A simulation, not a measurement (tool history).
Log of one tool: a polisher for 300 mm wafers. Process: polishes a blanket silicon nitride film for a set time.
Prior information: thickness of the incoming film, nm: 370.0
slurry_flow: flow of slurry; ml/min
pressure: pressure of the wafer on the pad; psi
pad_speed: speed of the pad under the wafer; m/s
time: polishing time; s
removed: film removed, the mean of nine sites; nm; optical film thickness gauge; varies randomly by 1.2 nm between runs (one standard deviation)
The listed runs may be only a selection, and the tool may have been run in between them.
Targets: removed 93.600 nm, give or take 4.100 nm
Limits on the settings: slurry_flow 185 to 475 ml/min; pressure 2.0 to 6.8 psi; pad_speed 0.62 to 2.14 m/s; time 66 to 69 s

{"run": 1, "hour": 0.0, "slurry_flow": 305, "pressure": 4.4, "pad_speed": 1.38, "time": 66, "removed": 157.54}
{"run": 2, "hour": 7.0, "slurry_flow": 305, "pressure": 4.4, "pad_speed": 1.14, "time": 66, "removed": 129.68}
{"run": 3, "hour": 11.6, "slurry_flow": 305, "pressure": 4.2, "pad_speed": 1.14, "time": 66, "removed": 125.95}
{"run": 4, "hour": 13.6, "slurry_flow": 235, "pressure": 4.2, "pad_speed": 1.14, "time": 66, "removed": 123.01}
{"run": 5, "hour": 17.5, "slurry_flow": 235, "pressure": 4.0, "pad_speed": 1.14, "time": 66, "removed": 115.32}
{"run": 6, "hour": 22.2, "slurry_flow": 235, "pressure": 3.9, "pad_speed": 1.14, "time": 66, "removed": 111.93}
{"run": 7, "hour": 27.1, "slurry_flow": 235, "pressure": 3.8, "pad_speed": 1.14, "time": 66, "removed": 113.67}
{"run": 8, "hour": 33.7, "slurry_flow": 235, "pressure": 3.7, "pad_speed": 1.14, "time": 66, "removed": 109.68}
{"run": 9, "hour": 41.4, "slurry_flow": 235, "pressure": 3.0, "pad_speed": 1.12, "time": 66, "removed": 88.114}
{"hour": 42.8, "done": "head pressure recalibrated"}
{"run": 10, "hour": 42.8, "slurry_flow": 235, "pressure": 3.1, "pad_speed": 1.12, "time": 66, "removed": 100.35}

Which single option among these 5 for the next run brings every result within its allowed miss of target? Just one does.
{"run": "A", "hour": 44.2, "slurry_flow": 275, "pressure": 3.0, "pad_speed": 1.18, "time": 67, "removed": "?"}
{"run": "B", "hour": 44.2, "slurry_flow": 285, "pressure": 3.5, "pad_speed": 1.06, "time": 66, "removed": "?"}
{"run": "C", "hour": 44.2, "slurry_flow": 265, "pressure": 3.7, "pad_speed": 0.78, "time": 68, "removed": "?"}
{"run": "D", "hour": 44.2, "slurry_flow": 205, "pressure": 3.6, "pad_speed": 0.8, "time": 66, "removed": "?"}
{"run": "E", "hour": 44.2, "slurry_flow": 255, "pressure": 2.4, "pad_speed": 1.24, "time": 66, "removed": "?"}

move=A removed=105.980
move=B removed=111.520
move=C removed=94.088
move=D removed=87.680
move=E removed=87.085
A: its largest miss is bigger than the last run's
B: its largest miss is bigger than the last run's
C: meets every target
D: the result that was furthest off in the last run now lies on the other side of its target
E: the result that was furthest off in the last run now lies on the other side of its target
The move that meets every target is C.
